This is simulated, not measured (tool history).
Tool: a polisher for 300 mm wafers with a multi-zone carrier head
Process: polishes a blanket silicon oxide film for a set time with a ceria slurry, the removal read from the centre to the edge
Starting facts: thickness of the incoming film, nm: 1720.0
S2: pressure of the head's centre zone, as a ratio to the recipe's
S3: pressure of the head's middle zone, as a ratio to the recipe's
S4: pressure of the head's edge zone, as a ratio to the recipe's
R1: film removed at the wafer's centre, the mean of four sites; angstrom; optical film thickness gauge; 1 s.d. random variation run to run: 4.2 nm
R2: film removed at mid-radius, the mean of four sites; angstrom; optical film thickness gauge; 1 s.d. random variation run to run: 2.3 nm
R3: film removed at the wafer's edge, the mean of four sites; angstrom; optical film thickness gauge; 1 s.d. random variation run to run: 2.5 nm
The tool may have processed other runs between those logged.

{"run": 1, "hour": 0.0, "flow of slurry (ml/min)": 245, "S2": 1, "S3": 1, "S4": 1, "polishing time (s)": 54, "R1": 2032, "R2": 1966.9, "R3": 2006.4}
{"run": 2, "hour": 8.4, "flow of slurry (ml/min)": 250, "S2": 1.04, "S3": 1, "S4": 1.03, "polishing time (s)": 57, "R1": 2177.8, "R2": 2079.4, "R3": 2100.9}
{"run": 3, "hour": 16.4, "flow of slurry (ml/min)": 295, "S2": 1.04, "S3": 1, "S4": 1.03, "polishing time (s)": 57, "R1": 2164, "R2": 2110.3, "R3": 2162.2}
{"run": 4, "hour": 22.4, "flow of slurry (ml/min)": 295, "S2": 1.04, "S3": 1, "S4": 0.97, "polishing time (s)": 57, "R1": 2245.4, "R2": 2097.8, "R3": 2097.8}
{"run": 5, "hour": 29.0, "flow of slurry (ml/min)": 295, "S2": 1.04, "S3": 1, "S4": 1.04, "polishing time (s)": 57, "R1": 2213.8, "R2": 2117.4, "R3": 2164.1}
{"run": 6, "hour": 35.7, "flow of slurry (ml/min)": 300, "S2": 1.07, "S3": 0.97, "S4": 1.05, "polishing time (s)": 60, "R1": 2373.9, "R2": 2154.3, "R3": 2332}

The next listed run, before its measurement:
{"run": 7, "hour": 41.5, "flow of slurry (ml/min)": 300, "S2": 1.09, "S3": 0.97, "S4": 1.05, "polishing time (s)": 62, "R1": "?", "R2": "?", "R3": "?"}

R1: 2490.7 angstrom
R2: 2220.2 angstrom
R3: 2391.2 angstrom
